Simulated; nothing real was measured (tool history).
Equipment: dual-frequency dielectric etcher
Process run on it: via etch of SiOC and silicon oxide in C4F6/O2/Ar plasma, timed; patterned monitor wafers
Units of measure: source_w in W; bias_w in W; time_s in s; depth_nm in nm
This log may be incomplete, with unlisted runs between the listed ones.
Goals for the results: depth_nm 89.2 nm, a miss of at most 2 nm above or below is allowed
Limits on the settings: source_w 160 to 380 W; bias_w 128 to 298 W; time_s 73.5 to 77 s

run 1 hour=0 | source_w=270 bias_w=213 time_s=73.5 | depth_nm=78.643
run 2 hour=8.9 | source_w=280 bias_w=215 time_s=73.5 | depth_nm=80.258
run 3 hour=16.3 | source_w=290 bias_w=216 time_s=73.5 | depth_nm=81.845
run 4 hour=24.7 | source_w=250 bias_w=216 time_s=73.5 | depth_nm=76.395
run 5 hour=27.4 | source_w=260 bias_w=218 time_s=73.5 | depth_nm=78.341
run 6 hour=34.3 | source_w=270 bias_w=220 time_s=73.5 | depth_nm=78.8
run 7 hour=38.2 | source_w=280 bias_w=222 time_s=73.5 | depth_nm=80.228
run 8 hour=44.1 | source_w=290 bias_w=224 time_s=73.5 | depth_nm=81.649
run 9 hour=47.5 | source_w=300 bias_w=226 time_s=73.5 | depth_nm=83.877
run 10 hour=49.4 | source_w=300 bias_w=227 time_s=73.5 | depth_nm=83.586
run 11 hour=55.4 | source_w=300 bias_w=227 time_s=73.5 | depth_nm=83.652
run 12 hour=56 | source_w=300 bias_w=228 time_s=73.5 | depth_nm=82.879

4 candidate next runs follow, results not yet known. Just one meets every target within its allowed miss. Identify it.
run A hour=56.6 | source_w=290 bias_w=182 time_s=76.5 | depth_nm=?
run B hour=56.6 | source_w=330 bias_w=217 time_s=76 | depth_nm=?
run C hour=56.6 | source_w=300 bias_w=211 time_s=73.5 | depth_nm=?
run D hour=56.6 | source_w=310 bias_w=219 time_s=74.5 | depth_nm=?

move=A depth_nm=81.112
move=B depth_nm=88.767
move=C depth_nm=81.923
move=D depth_nm=84.972
A: the biggest miss grows against the last run
B: each result inside its tolerance
C: the biggest miss grows against the last run
D: closer than the last run, but not yet in spec
The right move is B.
